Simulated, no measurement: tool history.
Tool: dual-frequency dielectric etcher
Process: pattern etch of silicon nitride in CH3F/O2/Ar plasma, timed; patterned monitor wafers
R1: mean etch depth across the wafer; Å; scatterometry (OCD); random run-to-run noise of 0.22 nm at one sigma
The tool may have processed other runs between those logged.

Run 1, day 0.000: source power (W) 380, bias power (W) 93, etch time (s) 38.5. Result: R1 307.34 Å.
Run 2, day 0.096: source power (W) 310, bias power (W) 93, etch time (s) 38.5. Result: R1 273.36 Å.
Run 3, day 0.329: source power (W) 310, bias power (W) 80, etch time (s) 38.5. Result: R1 261.29 Å.
Run 4, day 0.483: source power (W) 340, bias power (W) 82, etch time (s) 38.5. Result: R1 279.17 Å.
Run 5, day 0.638: source power (W) 360, bias power (W) 83, etch time (s) 38.5. Result: R1 285.38 Å.
Run 6, day 0.942: source power (W) 360, bias power (W) 67, etch time (s) 38.5. Result: R1 270.49 Å.

Run 7 comes next. What will it give?
Run 7, day 1.279: source power (W) 380, bias power (W) 69, etch time (s) 38.5. Result: R1 ?.

R1: 281.16 Å
